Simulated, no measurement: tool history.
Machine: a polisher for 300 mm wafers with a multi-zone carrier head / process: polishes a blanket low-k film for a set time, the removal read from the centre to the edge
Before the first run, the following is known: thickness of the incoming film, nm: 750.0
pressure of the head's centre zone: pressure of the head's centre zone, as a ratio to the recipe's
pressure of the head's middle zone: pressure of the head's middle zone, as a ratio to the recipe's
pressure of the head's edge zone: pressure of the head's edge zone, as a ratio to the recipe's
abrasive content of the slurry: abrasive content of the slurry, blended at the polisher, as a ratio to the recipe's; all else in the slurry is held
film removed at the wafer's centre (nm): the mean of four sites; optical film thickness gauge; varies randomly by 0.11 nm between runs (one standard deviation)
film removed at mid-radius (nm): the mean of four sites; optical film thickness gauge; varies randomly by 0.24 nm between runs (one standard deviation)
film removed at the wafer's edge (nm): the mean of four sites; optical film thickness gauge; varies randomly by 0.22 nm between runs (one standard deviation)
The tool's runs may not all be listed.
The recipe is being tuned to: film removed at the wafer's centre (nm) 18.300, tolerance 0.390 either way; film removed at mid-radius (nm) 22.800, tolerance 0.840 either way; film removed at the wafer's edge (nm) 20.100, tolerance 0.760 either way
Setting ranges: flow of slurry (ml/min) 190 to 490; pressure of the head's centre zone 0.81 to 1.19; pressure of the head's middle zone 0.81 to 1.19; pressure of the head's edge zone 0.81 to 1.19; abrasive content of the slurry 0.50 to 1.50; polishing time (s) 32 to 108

run  hour  flow of slurry (ml/min)  pressure of the head's centre zone  pressure of the head's middle zone  pressure of the head's edge zone  abrasive content of the slurry  polishing time (s)  film removed at the wafer's centre (nm)  film removed at mid-radius (nm)  film removed at the wafer's edge (nm)
  1   0.0                      315                                1.00                                1.00                              1.00                            1.00                  70                                   39.914                           39.174                                 39.312
  2   3.4                      315                                1.00                                1.00                              0.93                            1.00                  70                                   39.827                           39.585                                 37.834
  3  11.6                      315                                1.00                                1.00                              0.85                            1.00                  70                                   40.234                           40.018                                 36.108
  4  14.8                      315                                1.00                                1.00                              0.85                            1.00                  57                                   32.615                           32.201                                 30.257
  5  15.7                      305                                0.96                                1.02                              0.84                            0.85                  54                                   27.178                           28.306                                 25.793
  6  17.8                      290                                0.92                                1.03                              0.84                            0.75                  54                                   23.908                           26.427                                 23.054
  7  26.3                      275                                0.89                                1.03                              0.86                            0.70                  54                                   21.798                           25.280                                 22.244
  8  31.9                      260                                0.87                                1.02                              0.85                            0.70                  54                                   21.316                           24.921                                 22.097
  9  38.3                      240                                0.81                                1.02                              0.83                            0.50                  54                                   15.064                           18.765                                 16.700
 10  42.8                      280                                0.82                                1.03                              0.86                            0.50                  53                                   15.000                           18.465                                 16.865
 11  46.0                      285                                0.91                                1.13                              0.96                            0.75                  54                                   23.541                           28.792                                 24.328
 12  53.2                      260                                0.81                                1.03                              0.86                            0.80                  54                                   21.941                           27.080                                 24.518
 13  55.7                      240                                0.81                                1.04                              0.82                            0.55                  51                                   15.319                           19.316                                 17.081
 14  58.3                      240                                0.83                                1.06                              0.88                            0.55                  51                                   15.784                           19.895                                 17.549
 15  59.6                      240                                0.85                                1.08                              0.93                            0.55                  51                                   16.209                           20.192                                 17.913
 16  63.6                      250                                0.86                                1.10                              0.96                            0.55                  51                                   16.443                           20.592                                 18.342
 17  72.4                      265                                0.87                                1.12                              0.98                            0.55                  51                                   16.838                           21.145                                 18.566
 18  80.2                      290                                0.88                                1.13                              1.00                            0.55                  51                                   16.949                           21.125                                 18.811
 19  89.1                      290                                0.88                                1.13                              1.00                            0.55                  51                                   17.079                           21.454                                 18.723

Pick the move, out of 5, that brings all results within their allowed miss; only one does.
  A  98.0                      325                                0.97                                1.17                              0.91                            0.55                  48                                        ?                                ?                                      ?
  B  98.0                      330                                0.98                                1.19                              0.82                            0.50                  55                                        ?                                ?                                      ?
  C  98.0                      325                                0.86                                1.10                              0.94                            0.95                  38                                        ?                                ?                                      ?
  D  98.0                      305                                1.05                                1.19                              0.94                            0.50                  50                                        ?                                ?                                      ?
  E  98.0                      280                                1.04                                1.15                              1.13                            0.85                  32                                        ?                                ?                                      ?

move  film removed at the wafer's centre (nm)  film removed at mid-radius (nm)  film removed at the wafer's edge (nm)
   A                                   17.918                           20.400                                 16.986
   B                                   19.036                           21.773                                 17.038
   C                                   18.517                           22.472                                 20.039
   D                                   18.398                           19.686                                 16.417
   E                                   17.378                           18.233                                 17.175
A: puts the biggest miss on target and leaves a different result outside tolerance
B: the result that was furthest off in the last run now lies on the other side of its target
C: all results in spec
D: puts the biggest miss on target and leaves a different result outside tolerance
E: the biggest miss grows against the last run
Answer: C

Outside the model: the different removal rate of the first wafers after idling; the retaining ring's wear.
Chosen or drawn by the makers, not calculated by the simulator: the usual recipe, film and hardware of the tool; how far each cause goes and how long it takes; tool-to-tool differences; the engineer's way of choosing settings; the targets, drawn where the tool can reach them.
